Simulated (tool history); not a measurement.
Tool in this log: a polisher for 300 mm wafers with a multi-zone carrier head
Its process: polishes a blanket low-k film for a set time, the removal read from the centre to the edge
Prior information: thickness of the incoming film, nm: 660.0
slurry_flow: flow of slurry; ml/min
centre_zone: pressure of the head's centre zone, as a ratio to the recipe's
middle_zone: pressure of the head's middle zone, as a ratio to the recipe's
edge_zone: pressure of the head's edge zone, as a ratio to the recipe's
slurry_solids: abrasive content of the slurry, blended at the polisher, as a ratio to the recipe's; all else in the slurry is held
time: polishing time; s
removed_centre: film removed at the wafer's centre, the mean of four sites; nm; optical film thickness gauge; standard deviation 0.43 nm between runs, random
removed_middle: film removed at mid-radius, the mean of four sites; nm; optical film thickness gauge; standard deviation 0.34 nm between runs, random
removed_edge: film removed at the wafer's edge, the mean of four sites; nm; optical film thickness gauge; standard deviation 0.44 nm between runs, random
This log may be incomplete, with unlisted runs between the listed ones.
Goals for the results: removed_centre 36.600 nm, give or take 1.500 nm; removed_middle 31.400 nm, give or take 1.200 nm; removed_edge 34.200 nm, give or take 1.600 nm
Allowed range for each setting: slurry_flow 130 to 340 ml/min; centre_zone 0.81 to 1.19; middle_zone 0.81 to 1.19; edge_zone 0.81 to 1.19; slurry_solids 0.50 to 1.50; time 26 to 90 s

Run 1, hour 0.0: slurry_flow 220 ml/min, centre_zone 1.00, middle_zone 1.00, edge_zone 1.00, slurry_solids 1.00, time 58 s. Result: removed_centre 25.983 nm, removed_middle 27.673 nm, removed_edge 26.316 nm.
Run 2, hour 8.7: slurry_flow 225 ml/min, centre_zone 1.04, middle_zone 0.98, edge_zone 1.04, slurry_solids 1.10, time 58 s. Result: removed_centre 28.379 nm, removed_middle 27.540 nm, removed_edge 26.909 nm.
Run 3, hour 16.9: slurry_flow 220 ml/min, centre_zone 1.04, middle_zone 0.96, edge_zone 1.06, slurry_solids 1.20, time 60 s. Result: removed_centre 29.794 nm, removed_middle 29.336 nm, removed_edge 29.963 nm.
Run 4, hour 21.0: slurry_flow 200 ml/min, centre_zone 1.04, middle_zone 0.96, edge_zone 1.06, slurry_solids 1.20, time 60 s. Result: removed_centre 29.952 nm, removed_middle 29.056 nm, removed_edge 30.428 nm.
Run 5, hour 22.2: slurry_flow 195 ml/min, centre_zone 1.06, middle_zone 0.96, edge_zone 1.06, slurry_solids 1.25, time 60 s. Result: removed_centre 30.404 nm, removed_middle 28.875 nm, removed_edge 30.277 nm.
Run 6, hour 29.5: slurry_flow 205 ml/min, centre_zone 1.08, middle_zone 0.96, edge_zone 1.08, slurry_solids 1.30, time 60 s. Result: removed_centre 31.576 nm, removed_middle 29.153 nm, removed_edge 31.478 nm.
Run 7, hour 37.8: slurry_flow 210 ml/min, centre_zone 1.10, middle_zone 0.97, edge_zone 1.08, slurry_solids 1.35, time 60 s. Result: removed_centre 32.735 nm, removed_middle 30.862 nm, removed_edge 32.109 nm.
Run 8, hour 41.4: slurry_flow 235 ml/min, centre_zone 1.19, middle_zone 0.91, edge_zone 1.14, slurry_solids 1.40, time 61 s. Result: removed_centre 37.043 nm, removed_middle 30.313 nm, removed_edge 33.631 nm.

Next run, 4 choices. One meets every target within its allowed miss, the rest don't. Which?
Run A, hour 45.0: slurry_flow 250 ml/min, centre_zone 1.19, middle_zone 0.86, edge_zone 1.12, slurry_solids 1.40, time 65 s. Result: removed_centre ?, removed_middle ?, removed_edge ?.
Run B, hour 45.0: slurry_flow 215 ml/min, centre_zone 1.19, middle_zone 0.84, edge_zone 1.13, slurry_solids 1.50, time 61 s. Result: removed_centre ?, removed_middle ?, removed_edge ?.
Run C, hour 45.0: slurry_flow 140 ml/min, centre_zone 1.19, middle_zone 0.97, edge_zone 1.19, slurry_solids 1.45, time 62 s. Result: removed_centre ?, removed_middle ?, removed_edge ?.
Run D, hour 45.0: slurry_flow 335 ml/min, centre_zone 1.15, middle_zone 0.83, edge_zone 1.05, slurry_solids 1.30, time 63 s. Result: removed_centre ?, removed_middle ?, removed_edge ?.

move  removed_centre  removed_middle  removed_edge
   A          39.536          31.019        35.427
   B          37.527          28.920        33.892
   C          36.278          31.600        33.739
   D          36.882          29.038        33.213
A: gets the furthest-off result to its target, but another result is out of tolerance
B: its largest miss is bigger than the last run's
C: hits every target within its allowed miss
D: its largest miss is bigger than the last run's
The right move is C.

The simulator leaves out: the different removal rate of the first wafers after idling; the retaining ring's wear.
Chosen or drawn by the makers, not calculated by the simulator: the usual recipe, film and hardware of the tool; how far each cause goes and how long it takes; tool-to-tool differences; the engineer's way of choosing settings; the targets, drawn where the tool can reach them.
